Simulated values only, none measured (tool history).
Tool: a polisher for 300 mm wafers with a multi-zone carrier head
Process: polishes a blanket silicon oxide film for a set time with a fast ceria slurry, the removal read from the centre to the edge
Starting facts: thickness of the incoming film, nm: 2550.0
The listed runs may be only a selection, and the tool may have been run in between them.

run	hour	flow of slurry (ml/min)	pressure of the head's centre zone	pressure of the head's middle zone	pressure of the head's edge zone	polishing time (s)	film removed at the wafer's centre (angstrom)	film removed at mid-radius (angstrom)	film removed at the wafer's edge (angstrom)
1	0.0	295	1.00	1.00	1.00	40	8377.8	8452.2	8446.0
2	2.4	295	0.99	1.00	0.99	38	7853.5	7827.7	8007.2
3	3.8	295	0.98	1.01	0.98	37	7514.2	7752.6	7750.2
4	11.7	295	1.04	1.01	0.98	37	7849.0	7896.5	7707.4
5	12.8	290	1.03	1.01	0.97	36	7824.6	7588.7	7539.0
6	17.7	335	1.03	1.01	0.97	36	7784.6	7542.4	7545.1
7	22.6	330	1.01	1.02	0.96	35	7352.9	7459.6	7218.7
8	24.1	330	0.99	1.02	0.95	34	7101.9	7279.8	6981.6
9	28.0	330	0.97	1.02	0.95	33	6845.7	7143.7	6958.7

Expected results for the next run?
10	32.1	330	0.96	1.02	0.95	32	?	?	?

Run 10 came out at film removed at the wafer's centre (angstrom) 6419.0, film removed at mid-radius (angstrom) 6916.0, film removed at the wafer's edge (angstrom) 6631.5.
